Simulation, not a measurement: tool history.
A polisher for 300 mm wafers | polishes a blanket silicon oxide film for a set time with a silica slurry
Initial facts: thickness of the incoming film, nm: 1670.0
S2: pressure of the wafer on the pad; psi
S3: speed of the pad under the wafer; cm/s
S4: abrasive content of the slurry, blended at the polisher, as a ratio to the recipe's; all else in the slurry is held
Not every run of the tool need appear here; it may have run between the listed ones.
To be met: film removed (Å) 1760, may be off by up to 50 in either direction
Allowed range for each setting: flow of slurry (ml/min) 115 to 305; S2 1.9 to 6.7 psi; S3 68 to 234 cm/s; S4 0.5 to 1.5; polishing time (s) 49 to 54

Run 1, hour 0: flow of slurry (ml/min) 195, S2 4.3 psi, S3 150 cm/s, S4 1, polishing time (s) 54. Result: film removed (Å) 2419.
Run 2, hour 7: flow of slurry (ml/min) 190, S2 4.1 psi, S3 150 cm/s, S4 1, polishing time (s) 54. Result: film removed (Å) 2310.3.
Run 3, hour 12.8: flow of slurry (ml/min) 190, S2 3.9 psi, S3 150 cm/s, S4 1, polishing time (s) 54. Result: film removed (Å) 2204.7.
Run 4, hour 18.1: flow of slurry (ml/min) 185, S2 3.7 psi, S3 150 cm/s, S4 1, polishing time (s) 54. Result: film removed (Å) 2112.7.
Run 5, hour 22.8: flow of slurry (ml/min) 215, S2 3.7 psi, S3 150 cm/s, S4 1, polishing time (s) 54. Result: film removed (Å) 2101.5.
Run 6, hour 25.5: flow of slurry (ml/min) 215, S2 3.6 psi, S3 150 cm/s, S4 1, polishing time (s) 54. Result: film removed (Å) 2090.2.
Run 7, hour 27.9: flow of slurry (ml/min) 190, S2 2.8 psi, S3 148 cm/s, S4 1, polishing time (s) 54. Result: film removed (Å) 1610.3.
Run 8, hour 36.2: flow of slurry (ml/min) 195, S2 2.8 psi, S3 148 cm/s, S4 1, polishing time (s) 54. Result: film removed (Å) 1595.9.
Run 9, hour 38.1: flow of slurry (ml/min) 200, S2 2.9 psi, S3 148 cm/s, S4 1, polishing time (s) 54. Result: film removed (Å) 1647.5.
Run 10, hour 45.4: flow of slurry (ml/min) 205, S2 3 psi, S3 148 cm/s, S4 1, polishing time (s) 54. Result: film removed (Å) 1702.8.

Exercise: of the 4 proposed moves below, exactly one satisfies all targets within the stated allowed misses. Which move is it?
Run A, hour 52.7: flow of slurry (ml/min) 200, S2 2.5 psi, S3 170 cm/s, S4 1.35, polishing time (s) 50. Result: film removed (Å) ?.
Run B, hour 52.7: flow of slurry (ml/min) 200, S2 2.8 psi, S3 156 cm/s, S4 1.05, polishing time (s) 52. Result: film removed (Å) ?.
Run C, hour 52.7: flow of slurry (ml/min) 150, S2 2.5 psi, S3 234 cm/s, S4 0.75, polishing time (s) 53. Result: film removed (Å) ?.
Run D, hour 52.7: flow of slurry (ml/min) 190, S2 3.1 psi, S3 134 cm/s, S4 1, polishing time (s) 53. Result: film removed (Å) ?.

move  film removed (Å)
   A            1652.9
   B            1654.7
   C            1801.8
   D            1609.8
A: lands further from the targets than the last run did
B: lands further from the targets than the last run did
C: in spec on every target
D: lands further from the targets than the last run did
C is the move that brings every result within its allowed miss.

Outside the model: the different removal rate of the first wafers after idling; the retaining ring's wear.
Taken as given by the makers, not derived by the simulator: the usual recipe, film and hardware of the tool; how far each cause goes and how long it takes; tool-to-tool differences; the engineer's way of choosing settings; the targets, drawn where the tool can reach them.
